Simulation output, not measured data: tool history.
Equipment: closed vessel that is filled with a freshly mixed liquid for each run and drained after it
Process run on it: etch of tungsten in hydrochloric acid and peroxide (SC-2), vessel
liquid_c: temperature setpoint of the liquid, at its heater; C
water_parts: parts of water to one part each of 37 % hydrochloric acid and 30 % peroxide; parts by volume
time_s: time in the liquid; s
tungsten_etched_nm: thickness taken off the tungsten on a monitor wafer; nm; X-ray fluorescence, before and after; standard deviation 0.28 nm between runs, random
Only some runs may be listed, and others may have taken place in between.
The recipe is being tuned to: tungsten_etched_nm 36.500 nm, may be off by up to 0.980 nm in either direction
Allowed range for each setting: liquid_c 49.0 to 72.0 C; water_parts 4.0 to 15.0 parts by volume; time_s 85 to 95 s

{"run": 1, "hour": 0.0, "liquid_c": 65.0, "water_parts": 8.5, "time_s": 85, "tungsten_etched_nm": 51.542}
{"run": 2, "hour": 3.5, "liquid_c": 63.5, "water_parts": 8.5, "time_s": 85, "tungsten_etched_nm": 46.917}
{"run": 3, "hour": 12.5, "liquid_c": 62.5, "water_parts": 8.5, "time_s": 85, "tungsten_etched_nm": 44.48}
{"run": 4, "hour": 16.9, "liquid_c": 61.5, "water_parts": 8.5, "time_s": 85, "tungsten_etched_nm": 41.402}
{"run": 5, "hour": 20.7, "liquid_c": 68.5, "water_parts": 8.5, "time_s": 85, "tungsten_etched_nm": 62.684}
{"run": 6, "hour": 21.5, "liquid_c": 66.5, "water_parts": 8.5, "time_s": 85, "tungsten_etched_nm": 56.769}
{"run": 7, "hour": 22.0, "liquid_c": 65.0, "water_parts": 8.5, "time_s": 85, "tungsten_etched_nm": 51.354}
{"run": 8, "hour": 27.7, "liquid_c": 63.5, "water_parts": 8.5, "time_s": 85, "tungsten_etched_nm": 46.205}
{"run": 9, "hour": 32.4, "liquid_c": 62.5, "water_parts": 8.5, "time_s": 85, "tungsten_etched_nm": 44.238}
{"run": 10, "hour": 35.7, "liquid_c": 61.5, "water_parts": 8.5, "time_s": 85, "tungsten_etched_nm": 41.736}
{"run": 11, "hour": 44.2, "liquid_c": 61.0, "water_parts": 8.5, "time_s": 85, "tungsten_etched_nm": 40.777}
{"run": 12, "hour": 51.6, "liquid_c": 60.5, "water_parts": 8.5, "time_s": 85, "tungsten_etched_nm": 38.971}
{"run": 13, "hour": 57.4, "liquid_c": 60.0, "water_parts": 8.5, "time_s": 85, "tungsten_etched_nm": 38.142}

Next run, 5 choices. One meets every target within its allowed miss, the rest don't. Which?
{"run": "A", "hour": 63.2, "liquid_c": 59.0, "water_parts": 7.5, "time_s": 85, "tungsten_etched_nm": "?"}
{"run": "B", "hour": 63.2, "liquid_c": 57.0, "water_parts": 7.5, "time_s": 85, "tungsten_etched_nm": "?"}
{"run": "C", "hour": 63.2, "liquid_c": 60.5, "water_parts": 10.0, "time_s": 90, "tungsten_etched_nm": "?"}
{"run": "D", "hour": 63.2, "liquid_c": 59.5, "water_parts": 7.5, "time_s": 85, "tungsten_etched_nm": "?"}
{"run": "E", "hour": 63.2, "liquid_c": 59.0, "water_parts": 7.0, "time_s": 85, "tungsten_etched_nm": "?"}

move=A tungsten_etched_nm=39.316
move=B tungsten_etched_nm=34.628
move=C tungsten_etched_nm=36.213
move=D tungsten_etched_nm=40.575
move=E tungsten_etched_nm=41.500
A: further off than the last run
B: moves the result that the last run missed by most past its target, out the other side
C: every result within its allowed miss
D: further off than the last run
E: further off than the last run
So the answer is move C, the one that meets all the targets.
